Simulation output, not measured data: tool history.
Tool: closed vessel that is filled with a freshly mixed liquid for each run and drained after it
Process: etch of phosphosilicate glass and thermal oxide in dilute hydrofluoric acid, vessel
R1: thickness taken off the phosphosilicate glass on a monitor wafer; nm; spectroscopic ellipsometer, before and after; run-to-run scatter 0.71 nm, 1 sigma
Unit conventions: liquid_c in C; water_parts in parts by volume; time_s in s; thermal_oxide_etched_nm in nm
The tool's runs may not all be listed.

{"run": 1, "day": 0.0, "liquid_c": 23.0, "water_parts": 145, "time_s": 120, "R1": 44.24, "thermal_oxide_etched_nm": 3.498}
{"run": 2, "day": 0.379, "liquid_c": 25.0, "water_parts": 145, "time_s": 120, "R1": 49.009, "thermal_oxide_etched_nm": 3.7992}
{"run": 3, "day": 0.688, "liquid_c": 23.0, "water_parts": 145, "time_s": 120, "R1": 44.519, "thermal_oxide_etched_nm": 3.5354}
{"run": 4, "day": 0.938, "liquid_c": 23.0, "water_parts": 125, "time_s": 120, "R1": 53.408, "thermal_oxide_etched_nm": 4.2074}
{"run": 5, "day": 1.104, "liquid_c": 26.0, "water_parts": 125, "time_s": 120, "R1": 60.092, "thermal_oxide_etched_nm": 4.6943}
{"run": 6, "day": 1.479, "liquid_c": 24.5, "water_parts": 125, "time_s": 120, "R1": 56.636, "thermal_oxide_etched_nm": 4.4261}
{"run": 7, "day": 1.738, "liquid_c": 25.5, "water_parts": 125, "time_s": 120, "R1": 58.53, "thermal_oxide_etched_nm": 4.4904}
{"run": 8, "day": 1.804, "liquid_c": 26.0, "water_parts": 120, "time_s": 120, "R1": 62.483, "thermal_oxide_etched_nm": 4.8522}
{"run": 9, "day": 2.008, "liquid_c": 26.5, "water_parts": 120, "time_s": 120, "R1": 64.209, "thermal_oxide_etched_nm": 4.9687}
{"run": 10, "day": 2.371, "liquid_c": 27.0, "water_parts": 120, "time_s": 120, "R1": 65.349, "thermal_oxide_etched_nm": 5.0644}
{"run": 11, "day": 2.612, "liquid_c": 27.5, "water_parts": 120, "time_s": 120, "R1": 66.438, "thermal_oxide_etched_nm": 5.2335}
{"run": 12, "day": 2.854, "liquid_c": 28.0, "water_parts": 120, "time_s": 120, "R1": 67.807, "thermal_oxide_etched_nm": 5.1542}
{"run": 13, "day": 3.188, "liquid_c": 28.0, "water_parts": 115, "time_s": 120, "R1": 71.359, "thermal_oxide_etched_nm": 5.4878}

Run 14, settings as shown, results not yet in. Your forecast:
{"run": 14, "day": 3.367, "liquid_c": 28.5, "water_parts": 115, "time_s": 120, "R1": "?", "thermal_oxide_etched_nm": "?"}

For run 14 the tool returned R1 71.788 nm, thermal_oxide_etched_nm 5.7224 nm.

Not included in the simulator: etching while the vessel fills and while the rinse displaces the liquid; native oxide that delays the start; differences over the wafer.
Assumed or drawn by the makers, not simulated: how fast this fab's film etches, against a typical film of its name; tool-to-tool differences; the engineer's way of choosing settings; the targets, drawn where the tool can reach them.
